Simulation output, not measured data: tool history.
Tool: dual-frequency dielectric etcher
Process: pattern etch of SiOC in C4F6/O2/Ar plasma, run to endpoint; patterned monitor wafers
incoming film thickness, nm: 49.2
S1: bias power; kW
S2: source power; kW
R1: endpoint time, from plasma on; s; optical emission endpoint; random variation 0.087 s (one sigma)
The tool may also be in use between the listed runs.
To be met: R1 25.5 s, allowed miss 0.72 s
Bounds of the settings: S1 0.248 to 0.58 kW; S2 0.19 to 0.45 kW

run 1 day=0 | S1=0.414 S2=0.32 | R1=19.705
run 2 day=0.05 | S1=0.369 S2=0.29 | R1=21.423
run 3 day=0.158 | S1=0.338 S2=0.27 | R1=22.791
run 4 day=0.479 | S1=0.316 S2=0.26 | R1=23.552
run 5 day=0.55 | S1=0.364 S2=0.26 | R1=22.198
run 6 day=0.617 | S1=0.364 S2=0.32 | R1=20.912
run 7 day=0.954 | S1=0.33 S2=0.3 | R1=22.102
run 8 day=1.121 | S1=0.306 S2=0.29 | R1=23.221
run 9 day=1.388 | S1=0.306 S2=0.29 | R1=23.178
run 10 day=1.567 | S1=0.289 S2=0.28 | R1=23.977
run 11 day=1.938 | S1=0.278 S2=0.28 | R1=24.346

Which of these 4 next moves meets every target?
run A day=2.308 | S1=0.29 S2=0.22 | R1=?
run B day=2.308 | S1=0.254 S2=0.33 | R1=?
run C day=2.308 | S1=0.291 S2=0.3 | R1=?
run D day=2.308 | S1=0.263 S2=0.31 | R1=?

move=A R1=25.83
move=B R1=24.068
move=C R1=23.47
move=D R1=24.209
A: meets every target
B: further off than the last run
C: further off than the last run
D: further off than the last run
Answer: A

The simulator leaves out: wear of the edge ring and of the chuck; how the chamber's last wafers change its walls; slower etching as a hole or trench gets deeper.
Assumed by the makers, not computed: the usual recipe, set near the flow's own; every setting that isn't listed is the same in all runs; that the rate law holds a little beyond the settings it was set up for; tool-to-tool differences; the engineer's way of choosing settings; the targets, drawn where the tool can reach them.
